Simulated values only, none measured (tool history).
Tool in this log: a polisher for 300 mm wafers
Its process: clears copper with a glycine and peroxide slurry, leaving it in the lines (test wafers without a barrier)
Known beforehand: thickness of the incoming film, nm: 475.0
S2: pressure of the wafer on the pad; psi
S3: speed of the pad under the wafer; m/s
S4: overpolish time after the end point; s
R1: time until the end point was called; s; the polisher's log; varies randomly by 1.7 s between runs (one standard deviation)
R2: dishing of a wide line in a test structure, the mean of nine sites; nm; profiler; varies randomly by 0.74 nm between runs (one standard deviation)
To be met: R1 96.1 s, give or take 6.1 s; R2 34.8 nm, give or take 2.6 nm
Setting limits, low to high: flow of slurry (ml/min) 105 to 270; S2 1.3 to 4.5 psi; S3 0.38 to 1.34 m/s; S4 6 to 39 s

run 1 hour=0 | flow_of_slurry_(ml/min)=175 S2=2.9 S3=0.86 S4=20 | R1=95.363 R2=65.536
run 2 hour=1.5 | flow_of_slurry_(ml/min)=155 S2=2.9 S3=0.86 S4=20 | R1=98.066 R2=64.875
run 3 hour=3.4 | flow_of_slurry_(ml/min)=130 S2=2.9 S3=0.86 S4=20 | R1=104.33 R2=60.668
run 4 hour=6.4 | flow_of_slurry_(ml/min)=125 S2=2.8 S3=0.9 S4=16 | R1=103.28 R2=49.543
run 5 hour=11.1 | flow_of_slurry_(ml/min)=125 S2=2.8 S3=0.92 S4=14 | R1=103.66 R2=46.721
run 6 hour=12.4 | flow_of_slurry_(ml/min)=145 S2=2.8 S3=0.92 S4=14 | R1=98.549 R2=48.075
run 7 hour=13.8 | flow_of_slurry_(ml/min)=160 S2=2.4 S3=1.02 S4=6 | R1=98.594 R2=23.792
run 8 hour=22.8 | flow_of_slurry_(ml/min)=155 S2=2.5 S3=1 S4=7 | R1=100.57 R2=26.857
run 9 hour=25.3 | flow_of_slurry_(ml/min)=155 S2=2.6 S3=0.98 S4=7 | R1=98.078 R2=26.572
-- hour=26.5 slurry nozzle cleaned
run 10 hour=26.5 | flow_of_slurry_(ml/min)=150 S2=2.7 S3=0.96 S4=8 | R1=85.373 R2=33.977

Exactly one of the 4 candidate moves below puts every result within its allowed miss. Which one?
run A hour=27.7 | flow_of_slurry_(ml/min)=160 S2=2.7 S3=0.96 S4=10 | R1=? R2=?
run B hour=27.7 | flow_of_slurry_(ml/min)=150 S2=2.8 S3=0.94 S4=8 | R1=? R2=?
run C hour=27.7 | flow_of_slurry_(ml/min)=155 S2=1.6 S3=1.02 S4=9 | R1=? R2=?
run D hour=27.7 | flow_of_slurry_(ml/min)=155 S2=2.3 S3=0.96 S4=9 | R1=? R2=?

move=A R1=84.864 R2=42.622
move=B R1=85.087 R2=35.316
move=C R1=116.45 R2=29.571
move=D R1=95.788 R2=35.198
A: misses by more than the last run did
B: as far off as the last run
C: carries the result that was furthest off beyond its target, to the other side
D: all results in spec
Answer: D

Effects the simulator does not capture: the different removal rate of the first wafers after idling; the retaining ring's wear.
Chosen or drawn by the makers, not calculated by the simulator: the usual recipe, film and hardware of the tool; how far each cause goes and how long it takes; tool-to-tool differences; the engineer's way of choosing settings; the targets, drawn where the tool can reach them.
